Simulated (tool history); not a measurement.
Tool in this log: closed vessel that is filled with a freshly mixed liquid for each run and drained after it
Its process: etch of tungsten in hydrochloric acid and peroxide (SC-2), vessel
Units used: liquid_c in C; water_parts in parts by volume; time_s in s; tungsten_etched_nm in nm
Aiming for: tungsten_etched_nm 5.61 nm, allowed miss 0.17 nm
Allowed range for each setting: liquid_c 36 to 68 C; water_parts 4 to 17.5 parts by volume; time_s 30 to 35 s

run,day,liquid_c,water_parts,time_s,tungsten_etched_nm
1,0,52,9.5,35,6.997
2,0.096,52,9.5,30,6.0589
3,0.154,52,9.5,35,7.1784
4,0.279,50.5,9.5,35,6.4369
5,0.525,49.5,9.5,35,5.9986
6,0.588,49.5,6.5,35,8.0636
7,0.925,43,6.5,35,5.1816
8,0.975,43.5,6.5,35,5.4214

Exactly one of the 5 candidate moves below puts every result within its allowed miss. Which one?
A,1.025,45.5,8,35,?
B,1.025,42.5,6,35,?
C,1.025,45.5,6.5,30,?
D,1.025,49,10,35,?
E,1.025,44.5,6,30,?

move,tungsten_etched_nm
A,5.3107
B,5.3935
C,5.3554
D,5.6114
E,5.3118
A: its largest miss is bigger than the last run's
B: its largest miss is bigger than the last run's
C: its largest miss is bigger than the last run's
D: all results land within tolerance of their targets
E: its largest miss is bigger than the last run's
D meets every target.
